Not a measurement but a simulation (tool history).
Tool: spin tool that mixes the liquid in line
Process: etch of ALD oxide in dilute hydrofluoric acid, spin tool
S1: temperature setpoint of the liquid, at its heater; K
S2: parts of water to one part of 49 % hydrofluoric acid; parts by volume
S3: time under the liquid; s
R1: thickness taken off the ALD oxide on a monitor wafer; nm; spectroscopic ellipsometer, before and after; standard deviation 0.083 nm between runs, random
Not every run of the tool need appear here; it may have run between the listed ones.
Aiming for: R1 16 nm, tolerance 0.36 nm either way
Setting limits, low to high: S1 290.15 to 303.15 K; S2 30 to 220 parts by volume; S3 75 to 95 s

run,day,S1,S2,S3,R1
1,0,295.15,125,95,7.105
2,0.354,297.15,110,95,8.9773
3,0.704,295.65,110,95,8.5525
4,0.892,295.65,150,95,5.9262
5,0.933,295.65,150,95,5.9813
6,1.171,295.65,150,75,4.7057
7,1.288,297.65,125,75,6.26
8,1.608,297.65,95,75,8.5252
9,1.721,301.65,45,75,22.598
10,1.962,300.15,45,75,21.173
11,2.121,300.15,45,75,21.365
12,2.317,298.15,45,75,19.644
13,2.558,296.65,45,75,18.488
14,2.925,295.65,45,75,17.684
15,3.054,295.15,45,75,17.387
16,3.317,294.65,45,75,16.961
17,3.492,294.15,45,75,16.454

Pick the move, out of 4, that brings all results within their allowed miss; only one does.
A,3.667,292.65,50,95,?
B,3.667,293.15,50,90,?
C,3.667,296.15,50,80,?
D,3.667,294.15,55,90,?

move,R1
A,17.589
B,17.025
C,17.185
D,16.057
A: its largest miss is bigger than the last run's
B: its largest miss is bigger than the last run's
C: its largest miss is bigger than the last run's
D: every result lands within tolerance
Answer: D
